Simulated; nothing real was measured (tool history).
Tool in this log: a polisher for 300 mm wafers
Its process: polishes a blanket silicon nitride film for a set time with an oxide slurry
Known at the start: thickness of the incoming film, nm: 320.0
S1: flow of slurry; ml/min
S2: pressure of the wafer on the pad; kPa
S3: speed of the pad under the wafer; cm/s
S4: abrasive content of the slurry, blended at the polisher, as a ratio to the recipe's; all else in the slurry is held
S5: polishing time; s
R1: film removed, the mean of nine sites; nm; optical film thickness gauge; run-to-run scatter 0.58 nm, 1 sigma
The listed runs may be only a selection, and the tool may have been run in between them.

Run 1, hour 0: S1 175 ml/min, S2 26.2 kPa, S3 136 cm/s, S4 1, S5 38 s. Result: R1 25.842 nm.
Run 2, hour 5.9: S1 215 ml/min, S2 26.2 kPa, S3 136 cm/s, S4 1, S5 38 s. Result: R1 26.228 nm.
Run 3, hour 11.5: S1 180 ml/min, S2 26.2 kPa, S3 136 cm/s, S4 1, S5 38 s. Result: R1 25.332 nm.
Run 4, hour 17.8: S1 180 ml/min, S2 26.2 kPa, S3 136 cm/s, S4 1.15, S5 38 s. Result: R1 27.548 nm.
Run 5, hour 20.2: S1 180 ml/min, S2 20.7 kPa, S3 136 cm/s, S4 1.15, S5 38 s. Result: R1 22.472 nm.
Run 6, hour 23.8: S1 180 ml/min, S2 26.9 kPa, S3 136 cm/s, S4 1.15, S5 38 s. Result: R1 28.042 nm.
Run 7, hour 27.6: S1 180 ml/min, S2 27.6 kPa, S3 136 cm/s, S4 1.15, S5 38 s. Result: R1 28.193 nm.

Predict the results of run 8:
At hour 30.1: worn pad replaced by a new one.
Run 8, hour 30.1: S1 180 ml/min, S2 28.3 kPa, S3 136 cm/s, S4 1.15, S5 38 s. Result: R1 ?.

Run 8 gave R1 30.659 nm.
